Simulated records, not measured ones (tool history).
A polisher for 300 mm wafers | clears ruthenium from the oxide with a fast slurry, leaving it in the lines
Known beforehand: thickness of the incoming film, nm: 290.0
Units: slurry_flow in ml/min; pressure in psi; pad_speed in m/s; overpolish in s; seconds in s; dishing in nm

run    day  slurry_flow  pressure  pad_speed  slurry_solids  overpolish  seconds  dishing
  1  0.000          310       2.0       1.12            1.0          15   81.005   35.028
  2  0.104          310       2.2       1.14            1.0          11   74.306   30.705
  3  0.325          310       2.2       1.14            1.0          15   76.262   38.173
  4  0.654          310       2.2       1.40            1.0          15   61.397   45.225
  5  0.696          310       2.2       1.42            1.0          11   59.577   35.530
  6  0.879          310       2.2       1.44            1.0           9   58.549   31.365

Run 7 is up next; what results do you expect?
  7  1.042          310       2.3       1.46            1.0           5        ?        ?

{"run 7": {"seconds": 55.205, "dishing": 19.46}}
